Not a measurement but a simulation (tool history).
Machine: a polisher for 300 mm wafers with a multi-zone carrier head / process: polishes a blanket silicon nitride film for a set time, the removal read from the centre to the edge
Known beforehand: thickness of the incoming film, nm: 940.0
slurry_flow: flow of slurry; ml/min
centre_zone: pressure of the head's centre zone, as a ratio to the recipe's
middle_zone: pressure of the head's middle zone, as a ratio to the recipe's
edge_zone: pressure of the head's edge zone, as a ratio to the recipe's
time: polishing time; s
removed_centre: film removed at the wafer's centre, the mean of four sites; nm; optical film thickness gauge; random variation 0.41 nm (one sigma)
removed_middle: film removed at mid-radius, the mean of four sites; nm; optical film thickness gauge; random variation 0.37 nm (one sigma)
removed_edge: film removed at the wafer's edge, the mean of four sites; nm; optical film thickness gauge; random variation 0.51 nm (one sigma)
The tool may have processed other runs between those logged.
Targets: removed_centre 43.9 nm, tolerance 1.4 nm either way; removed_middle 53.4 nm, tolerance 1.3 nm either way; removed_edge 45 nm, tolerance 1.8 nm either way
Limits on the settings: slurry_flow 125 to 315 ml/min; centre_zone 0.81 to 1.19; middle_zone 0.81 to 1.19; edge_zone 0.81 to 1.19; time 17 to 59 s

run	hour	slurry_flow	centre_zone	middle_zone	edge_zone	time	removed_centre	removed_middle	removed_edge
1	0	205	1	1	1	38	81.962	82.769	83.643
2	5.8	205	1	0.95	1	38	80.406	78.298	81.512
3	12.8	255	1	0.95	1	38	83.542	82.145	85.148
4	21.7	245	0.98	0.98	0.95	33	71.518	72.29	70.945
5	26	245	0.98	0.98	0.89	33	71.435	72.592	69.595
6	33.1	245	0.95	1	0.87	30	63.568	67.369	61.569
7	34.8	235	0.92	1.01	0.86	28	56.747	61.981	57.364
8	42.1	230	0.91	1.03	0.85	26	52.536	59.471	53.608
9	47	225	0.91	1.05	0.84	25	50.561	57.46	51.58
10	51.6	215	0.91	1.07	0.83	24	46.935	55.318	48.772
11	60.5	210	0.92	1.08	0.83	24	48.662	55.597	48.607
12	66.9	170	0.87	1.12	0.81	22	40.819	50.916	41.698
13	75.8	180	0.88	1.12	0.81	22	40.33	51.194	42.893
14	76.6	190	0.89	1.12	0.81	22	42.69	52.143	43.576
15	79.4	195	0.89	1.12	0.81	22	42.401	52.009	42.728
16	83.8	200	0.89	1.12	0.82	22	42.373	52.706	44.446

4 candidate next runs follow, results not yet known. Just one meets every target within its allowed miss. Identify it.
A	88.2	205	0.9	1.12	0.92	21	?	?	?
B	88.2	145	0.9	1.11	0.81	24	?	?	?
C	88.2	165	0.84	1.1	0.85	23	?	?	?
D	88.2	205	0.93	1.15	0.81	21	?	?	?

move	removed_centre	removed_middle	removed_edge
A	41.03	49.372	44.445
B	43.51	52.387	45.975
C	40.506	51.253	45.83
D	42.247	50.508	42.207
A: moves away from the targets compared with the last run
B: all results land within tolerance of their targets
C: moves away from the targets compared with the last run
D: moves away from the targets compared with the last run
B is the move that brings every result within its allowed miss.
